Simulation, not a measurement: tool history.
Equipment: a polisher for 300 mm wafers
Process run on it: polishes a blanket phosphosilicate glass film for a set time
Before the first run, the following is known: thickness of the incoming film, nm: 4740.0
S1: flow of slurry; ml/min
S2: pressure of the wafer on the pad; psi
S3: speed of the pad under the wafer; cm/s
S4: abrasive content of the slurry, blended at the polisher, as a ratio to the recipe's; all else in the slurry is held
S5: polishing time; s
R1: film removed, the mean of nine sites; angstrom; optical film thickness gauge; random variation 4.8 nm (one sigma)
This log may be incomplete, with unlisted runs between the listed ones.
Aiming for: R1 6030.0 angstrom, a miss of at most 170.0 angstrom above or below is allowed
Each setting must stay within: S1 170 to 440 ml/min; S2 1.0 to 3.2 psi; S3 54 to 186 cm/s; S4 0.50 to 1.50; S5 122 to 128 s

run,hour,S1,S2,S3,S4,S5,R1
1,0.0,280,2.1,118,1.00,122,8391.4
2,7.9,280,2.1,118,0.90,122,7948.9
3,8.5,280,2.0,118,0.90,122,7646.8
4,15.7,280,2.0,118,1.10,122,8452.4
5,22.2,280,2.0,118,1.10,128,8944.0
6,24.7,280,1.9,118,1.10,128,8512.9
7,33.6,280,1.8,118,1.10,128,8298.5
8,37.6,280,1.7,118,1.10,128,7875.2
9,38.8,280,1.6,118,1.10,128,7648.3
10,46.0,280,1.5,118,1.10,128,7231.0
11,46.6,280,1.4,118,1.10,128,7049.4
# hour 55.4: slurry nozzle cleaned
12,55.4,275,1.2,118,1.10,128,6529.2
13,58.4,275,1.1,118,1.10,128,6248.4

Pick the move, out of 4, that brings all results within their allowed miss; only one does.
A,61.4,335,1.2,106,1.10,128,?
B,61.4,260,1.5,120,0.85,122,?
C,61.4,210,1.0,130,1.15,126,?
D,61.4,200,1.0,154,1.05,128,?

move,R1
A,6316.7
B,6445.6
C,6133.7
D,6620.1
A: its largest miss is bigger than the last run's
B: its largest miss is bigger than the last run's
C: all results in spec
D: its largest miss is bigger than the last run's
C is the move that brings every result within its allowed miss.

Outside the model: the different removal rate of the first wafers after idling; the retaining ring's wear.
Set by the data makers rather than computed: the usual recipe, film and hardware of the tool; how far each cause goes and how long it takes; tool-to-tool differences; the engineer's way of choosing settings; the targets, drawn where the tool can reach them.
